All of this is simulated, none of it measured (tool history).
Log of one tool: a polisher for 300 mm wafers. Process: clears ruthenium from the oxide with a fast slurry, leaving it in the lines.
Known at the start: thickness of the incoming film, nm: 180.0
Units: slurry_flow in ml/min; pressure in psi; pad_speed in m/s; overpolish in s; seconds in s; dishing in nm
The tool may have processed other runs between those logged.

{"run": 1, "day": 0.0, "slurry_flow": 270, "pressure": 3.1, "pad_speed": 1.2, "slurry_solids": 1.0, "overpolish": 29, "seconds": 36.119, "dishing": 86.81}
{"run": 2, "day": 0.358, "slurry_flow": 270, "pressure": 3.1, "pad_speed": 1.2, "slurry_solids": 1.0, "overpolish": 35, "seconds": 36.039, "dishing": 97.999}
{"run": 3, "day": 0.633, "slurry_flow": 270, "pressure": 2.8, "pad_speed": 1.04, "slurry_solids": 1.0, "overpolish": 28, "seconds": 46.579, "dishing": 74.146}
{"run": 4, "day": 0.9, "slurry_flow": 265, "pressure": 2.6, "pad_speed": 1.0, "slurry_solids": 0.9, "overpolish": 23, "seconds": 54.77, "dishing": 55.964}
{"run": 5, "day": 1.279, "slurry_flow": 265, "pressure": 2.6, "pad_speed": 1.0, "slurry_solids": 0.75, "overpolish": 23, "seconds": 58.916, "dishing": 53.579}
{"run": 6, "day": 1.538, "slurry_flow": 235, "pressure": 2.6, "pad_speed": 1.0, "slurry_solids": 0.75, "overpolish": 23, "seconds": 59.268, "dishing": 53.496}
{"run": 7, "day": 1.646, "slurry_flow": 235, "pressure": 2.5, "pad_speed": 1.0, "slurry_solids": 0.7, "overpolish": 19, "seconds": 63.452, "dishing": 43.062}
{"run": 8, "day": 1.992, "slurry_flow": 230, "pressure": 2.4, "pad_speed": 1.0, "slurry_solids": 0.7, "overpolish": 18, "seconds": 65.835, "dishing": 39.619}
{"run": 9, "day": 2.288, "slurry_flow": 220, "pressure": 2.3, "pad_speed": 1.0, "slurry_solids": 0.7, "overpolish": 18, "seconds": 68.909, "dishing": 37.836}
{"run": 10, "day": 2.429, "slurry_flow": 210, "pressure": 2.3, "pad_speed": 1.0, "slurry_solids": 0.7, "overpolish": 18, "seconds": 70.797, "dishing": 38.255}

What does the tool deliver on the next run?
{"run": 11, "day": 2.488, "slurry_flow": 205, "pressure": 2.3, "pad_speed": 1.0, "slurry_solids": 0.7, "overpolish": 17, "seconds": "?", "dishing": "?"}

{"run 11": {"seconds": 71.524, "dishing": 36.18}}
